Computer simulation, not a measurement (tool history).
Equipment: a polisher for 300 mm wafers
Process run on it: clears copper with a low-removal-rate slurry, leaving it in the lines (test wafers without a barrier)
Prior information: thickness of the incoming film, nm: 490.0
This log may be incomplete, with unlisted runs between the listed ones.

run,hour,flow of slurry (ml/min),pressure of the wafer on the pad (psi),speed of the pad under the wafer (cm/s),abrasive content of the slurry,overpolish time after the end point (s),time until the end point was called (s),dishing of a wide line in a test structure (Å)
1,0,255,4.1,130,1,15,71.925,448.74
2,6.7,255,4.1,130,1,12,71.01,406.46
3,13.3,255,4.1,130,1,17,70.397,491.46
4,18.9,220,4.1,130,1,17,71.373,490.98
5,21.9,220,4.1,130,1,14,70.79,453.14
6,23,220,4.1,130,0.8,14,76.422,426.88
7,26.6,225,3.8,130,0.8,11,82.143,350.04
8,29.5,225,3.6,130,0.8,10,85.87,307.81
9,33.6,225,3.4,130,0.8,10,88.572,294.56
10,36,225,3.2,130,0.8,10,94.757,282.69

Run 11 has not been measured yet. What should we expect?
11,38.7,225,3.1,130,0.8,10,?,?

Run 11 came out at time until the end point was called (s) 98.364, dishing of a wide line in a test structure (Å) 279.58.
